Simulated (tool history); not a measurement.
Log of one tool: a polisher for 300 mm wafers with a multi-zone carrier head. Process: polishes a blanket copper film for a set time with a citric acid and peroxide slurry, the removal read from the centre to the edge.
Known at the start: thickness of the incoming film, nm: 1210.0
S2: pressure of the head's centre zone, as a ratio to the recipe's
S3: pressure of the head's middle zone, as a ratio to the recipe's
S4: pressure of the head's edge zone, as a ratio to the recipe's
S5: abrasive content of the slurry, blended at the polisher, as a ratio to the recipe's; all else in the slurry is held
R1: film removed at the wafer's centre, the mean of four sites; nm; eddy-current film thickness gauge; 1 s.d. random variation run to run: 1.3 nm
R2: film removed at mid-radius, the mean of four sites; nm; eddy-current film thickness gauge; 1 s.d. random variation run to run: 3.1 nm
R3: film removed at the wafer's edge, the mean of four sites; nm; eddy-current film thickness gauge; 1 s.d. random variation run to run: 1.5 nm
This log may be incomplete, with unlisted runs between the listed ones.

{"run": 1, "hour": 0.0, "flow of slurry (ml/min)": 280, "S2": 1, "S3": 1, "S4": 1, "S5": 1, "polishing time (s)": 69, "R1": 187.75, "R2": 191.86, "R3": 195.11}
{"run": 2, "hour": 6.0, "flow of slurry (ml/min)": 285, "S2": 0.99, "S3": 1.02, "S4": 1.02, "S5": 1, "polishing time (s)": 69, "R1": 186.6, "R2": 198.14, "R3": 195.17}
{"run": 3, "hour": 8.7, "flow of slurry (ml/min)": 285, "S2": 0.99, "S3": 1.02, "S4": 1.02, "S5": 0.85, "polishing time (s)": 69, "R1": 182.94, "R2": 192.44, "R3": 191.94}
{"run": 4, "hour": 15.3, "flow of slurry (ml/min)": 290, "S2": 0.98, "S3": 1.03, "S4": 1.04, "S5": 0.9, "polishing time (s)": 69, "R1": 181.38, "R2": 194.53, "R3": 192.41}
{"run": 5, "hour": 18.0, "flow of slurry (ml/min)": 290, "S2": 0.98, "S3": 1.03, "S4": 0.95, "S5": 0.9, "polishing time (s)": 69, "R1": 181.42, "R2": 195.76, "R3": 185.43}
{"run": 6, "hour": 22.7, "flow of slurry (ml/min)": 290, "S2": 0.97, "S3": 1.03, "S4": 0.98, "S5": 0.95, "polishing time (s)": 69, "R1": 182.49, "R2": 189.11, "R3": 193.66}
{"run": 7, "hour": 24.9, "flow of slurry (ml/min)": 280, "S2": 0.97, "S3": 1.05, "S4": 1.01, "S5": 0.95, "polishing time (s)": 70, "R1": 180.81, "R2": 198.26, "R3": 195.55}
{"run": 8, "hour": 26.2, "flow of slurry (ml/min)": 285, "S2": 0.97, "S3": 1.06, "S4": 1.03, "S5": 1, "polishing time (s)": 70, "R1": 188.28, "R2": 207.72, "R3": 200.3}
{"run": 9, "hour": 27.7, "flow of slurry (ml/min)": 285, "S2": 0.96, "S3": 1.06, "S4": 1.05, "S5": 1.05, "polishing time (s)": 70, "R1": 188.35, "R2": 208.23, "R3": 203.94}

Run 10 comes next. What will it give?
{"hour": 31.2, "done": "centre zone pressure recalibrated"}
{"run": 10, "hour": 31.2, "flow of slurry (ml/min)": 285, "S2": 0.95, "S3": 1.07, "S4": 1.06, "S5": 1.1, "polishing time (s)": 70, "R1": "?", "R2": "?", "R3": "?"}

R1: 197.81 nm
R2: 208.76 nm
R3: 207.05 nm

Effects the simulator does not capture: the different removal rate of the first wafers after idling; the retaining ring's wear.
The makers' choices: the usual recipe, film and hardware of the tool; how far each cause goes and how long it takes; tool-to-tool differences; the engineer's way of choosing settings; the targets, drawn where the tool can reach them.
